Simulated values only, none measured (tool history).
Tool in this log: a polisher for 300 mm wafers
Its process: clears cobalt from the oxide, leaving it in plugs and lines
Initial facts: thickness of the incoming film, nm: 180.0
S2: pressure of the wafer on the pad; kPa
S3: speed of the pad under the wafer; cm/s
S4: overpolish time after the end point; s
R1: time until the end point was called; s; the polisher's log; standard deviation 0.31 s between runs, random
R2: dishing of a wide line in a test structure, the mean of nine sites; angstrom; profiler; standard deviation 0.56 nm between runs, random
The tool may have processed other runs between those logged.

run 1 hour=0 | flow_of_slurry_(ml/min)=175 S2=11.7 S3=92 S4=12 | R1=38.746 R2=349.65
run 2 hour=3.3 | flow_of_slurry_(ml/min)=175 S2=14.5 S3=92 S4=12 | R1=32.463 R2=398.16
run 3 hour=4.8 | flow_of_slurry_(ml/min)=175 S2=15.2 S3=94 S4=12 | R1=29.409 R2=413.01
run 4 hour=13 | flow_of_slurry_(ml/min)=200 S2=15.2 S3=94 S4=12 | R1=29.259 R2=413.77
run 5 hour=17.2 | flow_of_slurry_(ml/min)=230 S2=15.2 S3=94 S4=12 | R1=29.742 R2=432.59
run 6 hour=25.9 | flow_of_slurry_(ml/min)=230 S2=13.1 S3=94 S4=12 | R1=33.21 R2=391
run 7 hour=26.8 | flow_of_slurry_(ml/min)=230 S2=13.8 S3=96 S4=12 | R1=31.066 R2=405.8
run 8 hour=32.1 | flow_of_slurry_(ml/min)=230 S2=14.5 S3=98 S4=12 | R1=29.25 R2=421.95
run 9 hour=35.7 | flow_of_slurry_(ml/min)=230 S2=15.2 S3=100 S4=12 | R1=27.694 R2=432.25
run 10 hour=36.4 | flow_of_slurry_(ml/min)=230 S2=15.9 S3=102 S4=12 | R1=26.201 R2=445.83
run 11 hour=39.8 | flow_of_slurry_(ml/min)=230 S2=15.9 S3=104 S4=12 | R1=25.482 R2=450.57
run 12 hour=48.4 | flow_of_slurry_(ml/min)=230 S2=15.9 S3=104 S4=12 | R1=25.852 R2=455.75
run 13 hour=50.7 | flow_of_slurry_(ml/min)=230 S2=15.9 S3=106 S4=12 | R1=25.736 R2=453.47
run 14 hour=56.6 | flow_of_slurry_(ml/min)=230 S2=15.9 S3=108 S4=12 | R1=24.394 R2=456.97

Run 15 comes next. What will it give?
run 15 hour=65.6 | flow_of_slurry_(ml/min)=230 S2=17.2 S3=110 S4=12 | R1=? R2=?

Logged for run 15: R1 22.786 s, R2 485.98 angstrom.

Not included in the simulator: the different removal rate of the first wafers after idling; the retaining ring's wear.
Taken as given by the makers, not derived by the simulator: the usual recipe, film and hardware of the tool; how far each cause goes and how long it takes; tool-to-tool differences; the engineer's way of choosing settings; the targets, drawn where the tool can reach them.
